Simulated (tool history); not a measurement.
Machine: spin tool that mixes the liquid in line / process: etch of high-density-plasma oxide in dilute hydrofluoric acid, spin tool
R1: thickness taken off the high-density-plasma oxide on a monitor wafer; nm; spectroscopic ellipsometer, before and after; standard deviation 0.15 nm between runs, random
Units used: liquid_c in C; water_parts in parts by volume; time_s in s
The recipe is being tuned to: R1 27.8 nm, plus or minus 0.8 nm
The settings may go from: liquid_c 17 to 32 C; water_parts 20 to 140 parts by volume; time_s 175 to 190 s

Run 1, hour 0: liquid_c 24 C, water_parts 75 parts by volume, time_s 175 s. Result: R1 12.334 nm.
Run 2, hour 5: liquid_c 24 C, water_parts 75 parts by volume, time_s 175 s. Result: R1 12.387 nm.
Run 3, hour 13.1: liquid_c 25.5 C, water_parts 70 parts by volume, time_s 175 s. Result: R1 14.119 nm.
Run 4, hour 19: liquid_c 27.5 C, water_parts 70 parts by volume, time_s 175 s. Result: R1 15.375 nm.
Run 5, hour 22.9: liquid_c 28.5 C, water_parts 65 parts by volume, time_s 175 s. Result: R1 17.156 nm.
Run 6, hour 28.1: liquid_c 28.5 C, water_parts 45 parts by volume, time_s 175 s. Result: R1 25.688 nm.
Run 7, hour 29.8: liquid_c 29 C, water_parts 45 parts by volume, time_s 175 s. Result: R1 26.207 nm.
Run 8, hour 33.6: liquid_c 29.5 C, water_parts 45 parts by volume, time_s 175 s. Result: R1 26.396 nm.

Below are 4 possible settings for the next run. Only one of them brings all results inside the allowed miss of their targets. Which is it?
Run A, hour 37.4: liquid_c 30 C, water_parts 50 parts by volume, time_s 175 s. Result: R1 ?.
Run B, hour 37.4: liquid_c 29.5 C, water_parts 50 parts by volume, time_s 175 s. Result: R1 ?.
Run C, hour 37.4: liquid_c 27 C, water_parts 45 parts by volume, time_s 175 s. Result: R1 ?.
Run D, hour 37.4: liquid_c 30 C, water_parts 45 parts by volume, time_s 180 s. Result: R1 ?.

move      R1
   A  24.381
   B  23.913
   C  24.266
   D  28.089
A: moves away from the targets compared with the last run
B: moves away from the targets compared with the last run
C: moves away from the targets compared with the last run
D: all results land within tolerance of their targets
Answer: D
